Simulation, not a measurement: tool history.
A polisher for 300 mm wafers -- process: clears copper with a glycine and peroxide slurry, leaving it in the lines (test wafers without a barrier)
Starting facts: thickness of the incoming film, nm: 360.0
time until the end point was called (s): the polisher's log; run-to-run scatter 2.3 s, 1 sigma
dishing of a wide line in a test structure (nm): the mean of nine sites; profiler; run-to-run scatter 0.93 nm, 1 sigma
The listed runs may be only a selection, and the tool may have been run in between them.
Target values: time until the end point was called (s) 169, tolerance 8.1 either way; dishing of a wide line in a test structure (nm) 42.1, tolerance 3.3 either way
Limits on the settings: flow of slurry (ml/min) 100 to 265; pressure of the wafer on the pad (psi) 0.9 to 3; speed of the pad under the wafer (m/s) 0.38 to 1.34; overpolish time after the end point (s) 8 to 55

run    day  flow of slurry (ml/min)  pressure of the wafer on the pad (psi)  speed of the pad under the wafer (m/s)  overpolish time after the end point (s)  time until the end point was called (s)  dishing of a wide line in a test structure (nm)
  1      0                      170                                     1.9                                    0.86                                       28                                   96.762                                           48.572
  2  0.204                      165                                     1.6                                     0.8                                       29                                   111.91                                           44.606
  3   0.55                      165                                     1.6                                     0.7                                       29                                    122.9                                           44.548
  4    0.9                      165                                     1.6                                     0.7                                       17                                    124.5                                           31.082
  5   1.15                      165                                     1.6                                     0.5                                       17                                   153.48                                           26.385
  6  1.388                      125                                     1.6                                     0.5                                       17                                      159                                           25.781
  7  1.596                      125                                     1.5                                    0.52                                       23                                   159.42                                            32.58
  8  1.954                      125                                     1.4                                    0.54                                       26                                   163.65                                            34.88
  9  2.233                      125                                     1.4                                    0.54                                       28                                   164.19                                           36.517
 10  2.467                      125                                     1.4                                    0.54                                       28                                   167.26                                           38.029

Next run, 5 choices. One meets every target within its allowed miss, the rest don't. Which?
  A  2.7                      130                                     1.7                                    0.38                                       26                                        ?                                                ?
  B  2.7                      140                                     1.7                                     0.4                                       33                                        ?                                                ?
  C  2.7                      100                                     1.5                                    0.54                                       22                                        ?                                                ?
  D  2.7                      100                                     1.6                                    0.48                                       28                                        ?                                                ?
  E  2.7                      150                                     1.5                                    0.54                                       22                                        ?                                                ?

move  time until the end point was called (s)  dishing of a wide line in a test structure (nm)
   A                                   179.28                                           35.286
   B                                   172.23                                           43.082
   C                                   166.91                                           31.971
   D                                   172.06                                           37.713
   E                                   154.48                                           33.908
A: moves away from the targets compared with the last run
B: meets every target
C: moves away from the targets compared with the last run
D: moves away from the targets compared with the last run
E: moves away from the targets compared with the last run
The move that meets every target is B.
